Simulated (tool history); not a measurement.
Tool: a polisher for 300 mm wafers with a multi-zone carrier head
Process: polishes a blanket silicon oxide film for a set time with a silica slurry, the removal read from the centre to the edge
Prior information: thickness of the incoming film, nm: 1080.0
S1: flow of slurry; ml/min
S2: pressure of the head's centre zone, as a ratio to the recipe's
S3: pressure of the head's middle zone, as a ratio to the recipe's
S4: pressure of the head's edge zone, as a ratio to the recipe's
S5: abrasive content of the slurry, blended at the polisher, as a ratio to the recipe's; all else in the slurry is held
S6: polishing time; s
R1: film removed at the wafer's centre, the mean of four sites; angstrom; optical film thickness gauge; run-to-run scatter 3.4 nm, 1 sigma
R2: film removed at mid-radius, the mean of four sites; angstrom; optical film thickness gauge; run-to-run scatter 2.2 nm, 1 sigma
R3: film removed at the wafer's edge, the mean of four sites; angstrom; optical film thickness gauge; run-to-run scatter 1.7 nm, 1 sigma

Run 1, hour 0.0: S1 310 ml/min, S2 1.00, S3 1.00, S4 1.00, S5 1.00, S6 79 s. Result: R1 2644.5 angstrom, R2 2657.0 angstrom, R3 2539.8 angstrom.
Run 2, hour 5.3: S1 310 ml/min, S2 1.01, S3 1.01, S4 0.98, S5 0.95, S6 79 s. Result: R1 2577.8 angstrom, R2 2607.6 angstrom, R3 2476.5 angstrom.
Run 3, hour 10.5: S1 315 ml/min, S2 1.03, S3 1.03, S4 0.96, S5 0.90, S6 79 s. Result: R1 2563.7 angstrom, R2 2563.7 angstrom, R3 2364.8 angstrom.
Run 4, hour 16.7: S1 315 ml/min, S2 1.03, S3 1.03, S4 0.96, S5 0.90, S6 95 s. Result: R1 3101.2 angstrom, R2 3132.6 angstrom, R3 2838.8 angstrom.
Run 5, hour 23.2: S1 315 ml/min, S2 1.03, S3 1.03, S4 0.99, S5 0.90, S6 95 s. Result: R1 2973.2 angstrom, R2 3063.9 angstrom, R3 2930.9 angstrom.
Run 6, hour 28.2: S1 315 ml/min, S2 1.03, S3 1.03, S4 0.97, S5 0.85, S6 95 s. Result: R1 3004.7 angstrom, R2 3018.0 angstrom, R3 2777.9 angstrom.
Run 7, hour 32.0: S1 315 ml/min, S2 1.02, S3 1.03, S4 0.95, S5 0.80, S6 95 s. Result: R1 2780.4 angstrom, R2 2838.5 angstrom, R3 2672.1 angstrom.
Run 8, hour 40.6: S1 315 ml/min, S2 1.03, S3 1.04, S4 0.93, S5 0.75, S6 94 s. Result: R1 2704.8 angstrom, R2 2764.6 angstrom, R3 2497.4 angstrom.
Run 9, hour 48.4: S1 315 ml/min, S2 1.03, S3 1.04, S4 0.91, S5 0.75, S6 94 s. Result: R1 2680.6 angstrom, R2 2768.5 angstrom, R3 2456.3 angstrom.
Run 10, hour 55.7: S1 315 ml/min, S2 1.04, S3 1.04, S4 0.90, S5 0.75, S6 94 s. Result: R1 2707.1 angstrom, R2 2750.4 angstrom, R3 2491.6 angstrom.
Run 11, hour 61.9: S1 320 ml/min, S2 1.05, S3 1.05, S4 0.89, S5 0.70, S6 94 s. Result: R1 2634.2 angstrom, R2 2617.2 angstrom, R3 2334.8 angstrom.
Run 12, hour 63.3: S1 320 ml/min, S2 1.05, S3 1.06, S4 0.88, S5 0.70, S6 94 s. Result: R1 2644.9 angstrom, R2 2682.3 angstrom, R3 2307.4 angstrom.
Run 13, hour 68.7: S1 320 ml/min, S2 1.05, S3 1.06, S4 0.87, S5 0.70, S6 94 s. Result: R1 2604.1 angstrom, R2 2690.5 angstrom, R3 2286.0 angstrom.
Run 14, hour 72.5: S1 320 ml/min, S2 1.05, S3 1.06, S4 0.86, S5 0.70, S6 94 s. Result: R1 2556.8 angstrom, R2 2652.7 angstrom, R3 2304.5 angstrom.

Forecast run 15:
Run 15, hour 79.1: S1 320 ml/min, S2 1.06, S3 1.07, S4 0.85, S5 0.70, S6 94 s. Result: R1 ?, R2 ?, R3 ?.

R1: 2660.0 angstrom
R2: 2705.3 angstrom
R3: 2289.9 angstrom
